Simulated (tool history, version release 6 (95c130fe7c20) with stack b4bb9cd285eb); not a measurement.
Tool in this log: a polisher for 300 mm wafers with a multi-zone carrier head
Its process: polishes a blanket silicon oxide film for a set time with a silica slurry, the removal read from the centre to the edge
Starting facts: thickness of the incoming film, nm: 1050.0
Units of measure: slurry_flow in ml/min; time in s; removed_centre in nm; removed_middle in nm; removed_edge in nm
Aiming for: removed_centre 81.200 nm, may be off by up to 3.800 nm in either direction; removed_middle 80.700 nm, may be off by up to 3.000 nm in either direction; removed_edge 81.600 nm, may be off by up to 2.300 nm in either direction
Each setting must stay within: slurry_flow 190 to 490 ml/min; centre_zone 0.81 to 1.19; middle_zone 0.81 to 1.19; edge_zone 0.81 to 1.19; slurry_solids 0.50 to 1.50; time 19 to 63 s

run	day	slurry_flow	centre_zone	middle_zone	edge_zone	slurry_solids	time	removed_centre	removed_middle	removed_edge
1	0.000	315	1.00	1.00	1.00	1.00	41	89.237	93.686	97.682
2	0.321	315	1.00	0.99	0.98	0.95	41	88.333	91.860	93.872
3	0.479	310	0.99	0.97	0.96	0.95	41	88.766	89.878	94.756
4	0.550	310	0.99	0.97	0.95	0.90	41	83.587	88.633	89.783
5	0.629	310	0.99	0.96	0.94	0.90	41	84.982	88.168	91.188
# day 0.683: centre zone pressure recalibrated
6	0.683	310	1.00	0.95	0.93	0.85	41	89.315	85.148	89.524
7	0.871	310	0.99	0.95	0.92	0.85	41	88.745	85.220	87.587
8	0.912	305	0.98	0.95	0.92	0.85	41	87.244	84.128	87.246
9	0.996	300	0.97	0.95	0.92	0.85	41	86.857	85.600	88.145
10	1.325	300	0.96	0.95	0.92	0.85	41	87.621	83.852	88.059

Below are 5 possible settings for the next run. Only one of them brings all results inside the allowed miss of their targets. Which is it?
A	1.654	290	1.10	0.90	0.81	0.70	40	?	?	?
B	1.654	300	0.96	0.89	0.92	0.70	41	?	?	?
C	1.654	350	1.01	0.85	0.85	1.00	37	?	?	?
D	1.654	385	0.93	0.93	0.87	0.65	43	?	?	?
E	1.654	300	1.07	1.04	0.95	0.85	36	?	?	?

move	removed_centre	removed_middle	removed_edge
A	86.622	72.031	74.357
B	80.398	73.434	80.700
C	87.723	74.169	81.585
D	81.977	79.327	81.547
E	82.692	79.191	77.344
A: takes the result that was furthest off past its target
B: the furthest-off result lands on target, but another misses its tolerance
C: the furthest-off result lands on target, but another misses its tolerance
D: in spec on every target
E: takes the result that was furthest off past its target
D is the move that brings every result within its allowed miss.

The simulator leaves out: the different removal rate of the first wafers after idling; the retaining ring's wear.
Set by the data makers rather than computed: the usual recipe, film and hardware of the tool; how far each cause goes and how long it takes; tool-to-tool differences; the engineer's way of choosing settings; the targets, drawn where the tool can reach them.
